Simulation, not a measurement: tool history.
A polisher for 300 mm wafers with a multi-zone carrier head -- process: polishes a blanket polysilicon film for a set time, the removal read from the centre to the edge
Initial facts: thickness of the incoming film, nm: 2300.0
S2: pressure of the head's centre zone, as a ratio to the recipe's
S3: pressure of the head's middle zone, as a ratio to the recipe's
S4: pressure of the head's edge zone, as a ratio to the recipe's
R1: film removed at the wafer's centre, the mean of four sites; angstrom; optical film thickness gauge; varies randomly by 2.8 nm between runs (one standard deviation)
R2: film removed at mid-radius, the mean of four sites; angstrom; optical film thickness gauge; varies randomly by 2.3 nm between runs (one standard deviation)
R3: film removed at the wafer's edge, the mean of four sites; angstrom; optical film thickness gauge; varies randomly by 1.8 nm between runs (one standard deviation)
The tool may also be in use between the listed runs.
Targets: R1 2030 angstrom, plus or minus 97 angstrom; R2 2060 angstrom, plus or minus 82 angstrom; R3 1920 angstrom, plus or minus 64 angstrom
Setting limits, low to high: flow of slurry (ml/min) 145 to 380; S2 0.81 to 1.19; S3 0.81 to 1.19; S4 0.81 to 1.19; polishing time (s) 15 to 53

Run 1, day 0: flow of slurry (ml/min) 245, S2 1, S3 1, S4 1, polishing time (s) 34. Result: R1 2042.5 angstrom, R2 2115.4 angstrom, R3 2061.1 angstrom.
Run 2, day 0.188: flow of slurry (ml/min) 245, S2 1.07, S3 1, S4 1, polishing time (s) 34. Result: R1 2232.1 angstrom, R2 2047.4 angstrom, R3 2067.5 angstrom.
Run 3, day 0.546: flow of slurry (ml/min) 240, S2 1.06, S3 1, S4 0.99, polishing time (s) 34. Result: R1 2232.7 angstrom, R2 2097.1 angstrom, R3 2041.5 angstrom.
Run 4, day 0.688: flow of slurry (ml/min) 240, S2 1.05, S3 1, S4 0.98, polishing time (s) 34. Result: R1 2134.4 angstrom, R2 2068.4 angstrom, R3 2076 angstrom.
Run 5, day 0.883: flow of slurry (ml/min) 240, S2 1.05, S3 1, S4 0.98, polishing time (s) 30. Result: R1 1853.4 angstrom, R2 1839.3 angstrom, R3 1821.7 angstrom.
Run 6, day 1.033: flow of slurry (ml/min) 240, S2 1.1, S3 1, S4 0.98, polishing time (s) 30. Result: R1 2016 angstrom, R2 1839.4 angstrom, R3 1802.9 angstrom.
Run 7, day 1.088: flow of slurry (ml/min) 245, S2 1.09, S3 1.01, S4 0.99, polishing time (s) 30. Result: R1 1996.5 angstrom, R2 1900.5 angstrom, R3 1830.3 angstrom.
Run 8, day 1.125: flow of slurry (ml/min) 250, S2 1.09, S3 1.01, S4 1, polishing time (s) 30. Result: R1 2051.1 angstrom, R2 1909 angstrom, R3 1827.3 angstrom.
Run 9, day 1.496: flow of slurry (ml/min) 250, S2 1.08, S3 1.01, S4 1, polishing time (s) 30. Result: R1 1961.6 angstrom, R2 1864.6 angstrom, R3 1822 angstrom.
Run 10, day 1.871: flow of slurry (ml/min) 250, S2 1.08, S3 1.02, S4 1, polishing time (s) 30. Result: R1 2023.6 angstrom, R2 1931.8 angstrom, R3 1839 angstrom.
Run 11, day 2.154: flow of slurry (ml/min) 250, S2 1.07, S3 1.02, S4 1, polishing time (s) 30. Result: R1 1982.3 angstrom, R2 1911 angstrom, R3 1818.9 angstrom.
Run 12, day 2.358: flow of slurry (ml/min) 250, S2 1.06, S3 1.02, S4 1, polishing time (s) 30. Result: R1 1966.5 angstrom, R2 1927.2 angstrom, R3 1801.3 angstrom.
Run 13, day 2.425: flow of slurry (ml/min) 250, S2 1.06, S3 1.02, S4 1, polishing time (s) 30. Result: R1 1942 angstrom, R2 1913.5 angstrom, R3 1835 angstrom.
Run 14, day 2.642: flow of slurry (ml/min) 255, S2 1.06, S3 1.02, S4 1.01, polishing time (s) 30. Result: R1 1979 angstrom, R2 1903 angstrom, R3 1845 angstrom.
Run 15, day 2.842: flow of slurry (ml/min) 255, S2 1.06, S3 1.02, S4 1.01, polishing time (s) 30. Result: R1 1945.5 angstrom, R2 1917.6 angstrom, R3 1838.6 angstrom.
Run 16, day 3.125: flow of slurry (ml/min) 260, S2 1.06, S3 1.02, S4 1.02, polishing time (s) 30. Result: R1 1966.9 angstrom, R2 1877.9 angstrom, R3 1843.6 angstrom.
Run 17, day 3.45: flow of slurry (ml/min) 260, S2 1.06, S3 1.03, S4 1.02, polishing time (s) 30. Result: R1 1956.4 angstrom, R2 1925.7 angstrom, R3 1872.5 angstrom.
Run 18, day 3.55: flow of slurry (ml/min) 260, S2 1.06, S3 1.04, S4 1.02, polishing time (s) 30. Result: R1 1973 angstrom, R2 1950.2 angstrom, R3 1838.4 angstrom.
At day 3.917: worn pad replaced by a new one.
Run 19, day 3.917: flow of slurry (ml/min) 280, S2 1.06, S3 1.07, S4 1.07, polishing time (s) 31. Result: R1 2231.9 angstrom, R2 2230.9 angstrom, R3 2143 angstrom.
Run 20, day 4.262: flow of slurry (ml/min) 270, S2 1.06, S3 1.07, S4 1.06, polishing time (s) 31. Result: R1 2187.6 angstrom, R2 2227.2 angstrom, R3 2117.4 angstrom.

Which single option among these 5 for the next run brings every result within its allowed miss of target? Just one does.
Run A, day 4.608: flow of slurry (ml/min) 180, S2 0.95, S3 0.93, S4 1.11, polishing time (s) 33. Result: R1 ?, R2 ?, R3 ?.
Run B, day 4.608: flow of slurry (ml/min) 350, S2 1.01, S3 1.01, S4 0.93, polishing time (s) 29. Result: R1 ?, R2 ?, R3 ?.
Run C, day 4.608: flow of slurry (ml/min) 250, S2 1.18, S3 1.05, S4 1.03, polishing time (s) 29. Result: R1 ?, R2 ?, R3 ?.
Run D, day 4.608: flow of slurry (ml/min) 275, S2 1.08, S3 0.94, S4 1.1, polishing time (s) 33. Result: R1 ?, R2 ?, R3 ?.
Run E, day 4.608: flow of slurry (ml/min) 315, S2 1.13, S3 1.19, S4 0.98, polishing time (s) 27. Result: R1 ?, R2 ?, R3 ?.

move      R1      R2      R3
   A  1966.6  1960.7  2228.8
   B  2026.3  2015.3  1917.3
   C  2278.9  2007.4  1957.7
   D  2400.7  2105.9  2325.7
   E  2092.5  2136.5  1811.6
A: moves away from the targets compared with the last run
B: all results land within tolerance of their targets
C: corrects the largest miss of the last run, while another result sits out of spec
D: moves away from the targets compared with the last run
E: carries the result that was furthest off beyond its target, to the other side
Move B is the one to make.
